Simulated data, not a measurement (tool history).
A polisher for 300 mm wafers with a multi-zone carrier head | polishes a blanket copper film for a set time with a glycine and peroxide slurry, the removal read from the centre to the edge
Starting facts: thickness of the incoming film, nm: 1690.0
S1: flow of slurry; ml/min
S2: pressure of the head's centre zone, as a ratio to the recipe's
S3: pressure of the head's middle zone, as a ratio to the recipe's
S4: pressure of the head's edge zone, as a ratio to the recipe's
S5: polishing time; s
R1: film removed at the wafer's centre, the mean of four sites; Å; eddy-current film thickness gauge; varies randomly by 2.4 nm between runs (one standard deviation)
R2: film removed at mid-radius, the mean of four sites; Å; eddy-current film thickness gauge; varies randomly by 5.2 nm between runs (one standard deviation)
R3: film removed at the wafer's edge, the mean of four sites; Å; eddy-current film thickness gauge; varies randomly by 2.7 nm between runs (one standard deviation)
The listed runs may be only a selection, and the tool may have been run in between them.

run  hour   S1    S2    S3    S4  S5      R1      R2      R3
  1   0.0  265  1.00  1.00  1.00  49  3094.5  2964.9  3280.7
  2   1.1  265  1.00  1.00  0.91  49  3140.2  3066.7  3121.5
  3   7.5  210  1.00  1.00  0.91  49  2989.4  2995.3  3010.4
  4  15.2  180  1.00  1.00  0.91  49  2914.4  2916.8  2944.4
  5  23.2  205  1.00  1.00  0.91  49  2997.9  2879.4  2982.1
     27.4  -- edge zone pressure recalibrated
  6  27.4  205  1.00  1.00  0.91  56  3406.9  3407.7  3341.5
  7  28.5  215  0.97  1.03  0.94  57  3410.4  3580.9  3490.7
  8  30.3  215  0.94  1.05  0.97  57  3366.5  3555.0  3475.6

Run 9, settings as shown, results not yet in. Your forecast:
  9  37.4  210  0.91  1.09  1.03  58   ?   ?   ?

Run 9 produced R1 3214.7 Å, R2 3750.4 Å, R3 3655.8 Å.
